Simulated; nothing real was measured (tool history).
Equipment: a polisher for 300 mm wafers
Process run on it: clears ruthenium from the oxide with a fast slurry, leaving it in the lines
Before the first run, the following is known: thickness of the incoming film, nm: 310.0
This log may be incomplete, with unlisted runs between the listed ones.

| run | hour | flow of slurry (ml/min) | pressure of the wafer on the pad (psi) | speed of the pad under the wafer (m/s) | abrasive content of the slurry | overpolish time after the end point (s) | time until the end point was called (s) | dishing of a wide line in a test structure (nm) |
|---|---|---|---|---|---|---|---|---|
| 1 | 0.0 | 120 | 2.4 | 1.04 | 1.00 | 14 | 103.280 | 32.051 |
| 2 | 2.6 | 120 | 2.1 | 1.04 | 1.00 | 14 | 119.210 | 28.357 |
| 3 | 6.2 | 120 | 2.1 | 1.30 | 1.00 | 14 | 103.990 | 31.920 |
| 4 | 7.4 | 120 | 2.1 | 1.30 | 1.00 | 19 | 104.340 | 40.438 |
| 5 | 10.1 | 120 | 2.1 | 1.22 | 1.00 | 19 | 105.830 | 39.218 |
| 6 | 16.4 | 120 | 2.1 | 1.00 | 1.00 | 19 | 122.430 | 36.313 |
| 7 | 23.5 | 140 | 2.7 | 1.28 | 0.75 | 13 | 87.662 | 33.501 |
| 8 | 28.6 | 150 | 2.7 | 1.32 | 0.70 | 11 | 87.652 | 30.482 |
| 9 | 29.7 | 130 | 2.8 | 1.32 | 0.65 | 9 | 89.667 | 25.042 |
|  | 38.3 | slurry nozzle cleaned |
| 10 | 38.3 | 125 | 2.9 | 1.32 | 0.60 | 8 | 86.195 | 23.029 |
| 11 | 41.3 | 115 | 3.0 | 1.32 | 0.60 | 7 | 82.341 | 21.385 |
| 12 | 44.2 | 110 | 3.0 | 1.32 | 0.60 | 7 | 82.605 | 20.824 |

Run 13 comes next. What will it give?
| 13 | 50.8 | 105 | 3.1 | 1.32 | 0.60 | 5 | ? | ? |

Run 13 yielded time until the end point was called (s) 81.141, dishing of a wide line in a test structure (nm) 15.831.

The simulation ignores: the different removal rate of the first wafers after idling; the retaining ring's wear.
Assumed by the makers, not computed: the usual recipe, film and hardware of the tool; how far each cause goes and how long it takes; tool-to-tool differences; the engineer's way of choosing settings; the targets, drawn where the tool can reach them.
